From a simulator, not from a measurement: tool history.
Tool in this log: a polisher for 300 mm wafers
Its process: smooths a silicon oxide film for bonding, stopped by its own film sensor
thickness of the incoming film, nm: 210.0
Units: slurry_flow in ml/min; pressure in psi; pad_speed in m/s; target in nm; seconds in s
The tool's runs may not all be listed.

{"run": 1, "hour": 0.0, "slurry_flow": 260, "pressure": 2.5, "pad_speed": 0.74, "slurry_solids": 1.0, "target": 153, "seconds": 94.676}
{"run": 2, "hour": 1.4, "slurry_flow": 260, "pressure": 2.5, "pad_speed": 0.74, "slurry_solids": 1.0, "target": 153, "seconds": 93.667}
{"run": 3, "hour": 3.9, "slurry_flow": 260, "pressure": 2.5, "pad_speed": 0.74, "slurry_solids": 1.0, "target": 153, "seconds": 94.495}
{"run": 4, "hour": 7.2, "slurry_flow": 220, "pressure": 2.5, "pad_speed": 0.74, "slurry_solids": 1.0, "target": 153, "seconds": 97.499}
{"run": 5, "hour": 11.7, "slurry_flow": 220, "pressure": 2.5, "pad_speed": 0.74, "slurry_solids": 1.0, "target": 153, "seconds": 94.94}
{"run": 6, "hour": 15.3, "slurry_flow": 280, "pressure": 2.5, "pad_speed": 0.74, "slurry_solids": 1.0, "target": 153, "seconds": 94.139}
{"run": 7, "hour": 23.0, "slurry_flow": 280, "pressure": 2.6, "pad_speed": 0.74, "slurry_solids": 1.0, "target": 153, "seconds": 91.4}
{"run": 8, "hour": 30.7, "slurry_flow": 280, "pressure": 2.7, "pad_speed": 0.74, "slurry_solids": 1.0, "target": 153, "seconds": 87.672}
{"run": 9, "hour": 34.5, "slurry_flow": 280, "pressure": 2.8, "pad_speed": 0.74, "slurry_solids": 1.0, "target": 153, "seconds": 85.725}

Run 10 comes next. What will it give?
{"run": 10, "hour": 38.3, "slurry_flow": 280, "pressure": 2.9, "pad_speed": 0.74, "slurry_solids": 1.0, "target": 153, "seconds": "?"}

Logged for run 10: seconds 81.665 s.
